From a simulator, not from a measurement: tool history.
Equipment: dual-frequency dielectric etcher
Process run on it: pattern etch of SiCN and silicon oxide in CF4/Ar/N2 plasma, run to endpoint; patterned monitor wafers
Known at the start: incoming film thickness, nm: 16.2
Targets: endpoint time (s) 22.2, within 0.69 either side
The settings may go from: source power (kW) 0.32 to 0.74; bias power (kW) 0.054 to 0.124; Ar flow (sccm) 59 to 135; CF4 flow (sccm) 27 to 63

Run 1, hour 0: source power (kW) 0.53, bias power (kW) 0.089, Ar flow (sccm) 97, CF4 flow (sccm) 45. Result: endpoint time (s) 14.379.
Run 2, hour 7: source power (kW) 0.53, bias power (kW) 0.089, Ar flow (sccm) 110, CF4 flow (sccm) 45. Result: endpoint time (s) 14.81.
Run 3, hour 11.8: source power (kW) 0.51, bias power (kW) 0.088, Ar flow (sccm) 111, CF4 flow (sccm) 45. Result: endpoint time (s) 15.328.
Run 4, hour 20.8: source power (kW) 0.49, bias power (kW) 0.086, Ar flow (sccm) 112, CF4 flow (sccm) 45. Result: endpoint time (s) 15.851.
Run 5, hour 27.8: source power (kW) 0.47, bias power (kW) 0.084, Ar flow (sccm) 113, CF4 flow (sccm) 45. Result: endpoint time (s) 16.477.
Run 6, hour 36.6: source power (kW) 0.45, bias power (kW) 0.082, Ar flow (sccm) 114, CF4 flow (sccm) 45. Result: endpoint time (s) 17.091.
Run 7, hour 37.7: source power (kW) 0.44, bias power (kW) 0.08, Ar flow (sccm) 115, CF4 flow (sccm) 45. Result: endpoint time (s) 17.545.
Run 8, hour 46.2: source power (kW) 0.43, bias power (kW) 0.079, Ar flow (sccm) 116, CF4 flow (sccm) 45. Result: endpoint time (s) 18.152.
Run 9, hour 48.5: source power (kW) 0.42, bias power (kW) 0.078, Ar flow (sccm) 116, CF4 flow (sccm) 45. Result: endpoint time (s) 18.444.
Run 10, hour 56.6: source power (kW) 0.41, bias power (kW) 0.077, Ar flow (sccm) 116, CF4 flow (sccm) 45. Result: endpoint time (s) 18.958.
Run 11, hour 59.6: source power (kW) 0.4, bias power (kW) 0.077, Ar flow (sccm) 116, CF4 flow (sccm) 45. Result: endpoint time (s) 18.818.
Run 12, hour 65.1: source power (kW) 0.39, bias power (kW) 0.076, Ar flow (sccm) 117, CF4 flow (sccm) 45. Result: endpoint time (s) 19.727.
Run 13, hour 71.9: source power (kW) 0.38, bias power (kW) 0.076, Ar flow (sccm) 117, CF4 flow (sccm) 45. Result: endpoint time (s) 19.713.
Run 14, hour 73.2: source power (kW) 0.37, bias power (kW) 0.075, Ar flow (sccm) 117, CF4 flow (sccm) 45. Result: endpoint time (s) 20.635.
Run 15, hour 78.5: source power (kW) 0.35, bias power (kW) 0.074, Ar flow (sccm) 117, CF4 flow (sccm) 45. Result: endpoint time (s) 21.581.

Pick the move, out of 4, that brings all results within their allowed miss; only one does.
Run A, hour 83.8: source power (kW) 0.45, bias power (kW) 0.073, Ar flow (sccm) 134, CF4 flow (sccm) 28. Result: endpoint time (s) ?.
Run B, hour 83.8: source power (kW) 0.36, bias power (kW) 0.076, Ar flow (sccm) 108, CF4 flow (sccm) 40. Result: endpoint time (s) ?.
Run C, hour 83.8: source power (kW) 0.33, bias power (kW) 0.072, Ar flow (sccm) 111, CF4 flow (sccm) 46. Result: endpoint time (s) ?.
Run D, hour 83.8: source power (kW) 0.4, bias power (kW) 0.065, Ar flow (sccm) 109, CF4 flow (sccm) 46. Result: endpoint time (s) ?.

move  endpoint time (s)
   A             21.241
   B             21.121
   C             22.334
   D             20.958
A: the biggest miss grows against the last run
B: the biggest miss grows against the last run
C: all results in spec
D: the biggest miss grows against the last run
Go with C: it meets all targets.
